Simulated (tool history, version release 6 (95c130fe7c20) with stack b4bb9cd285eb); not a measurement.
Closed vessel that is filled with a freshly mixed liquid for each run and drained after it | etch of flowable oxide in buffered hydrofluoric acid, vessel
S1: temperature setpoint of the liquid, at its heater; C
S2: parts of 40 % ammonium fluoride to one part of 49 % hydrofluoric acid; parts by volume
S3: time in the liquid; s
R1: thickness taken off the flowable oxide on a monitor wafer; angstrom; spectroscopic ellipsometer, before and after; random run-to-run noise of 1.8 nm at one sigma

run	day	S1	S2	S3	R1
1	0	25	15.5	85	2256.3
2	0.183	25	15.5	90	2401.2
3	0.375	27	15.5	90	2668.3
4	0.683	28.5	15	90	3003.3
5	0.95	29.5	15	90	3139
6	1.238	30	15	90	3234.9
7	1.379	30.5	15	90	3306.2
8	1.633	31	15	90	3425.7

Run 9, settings as shown, results not yet in. Your forecast:
9	1.775	31.5	15	90	?

{"run 9": {"R1": 3488.8}}

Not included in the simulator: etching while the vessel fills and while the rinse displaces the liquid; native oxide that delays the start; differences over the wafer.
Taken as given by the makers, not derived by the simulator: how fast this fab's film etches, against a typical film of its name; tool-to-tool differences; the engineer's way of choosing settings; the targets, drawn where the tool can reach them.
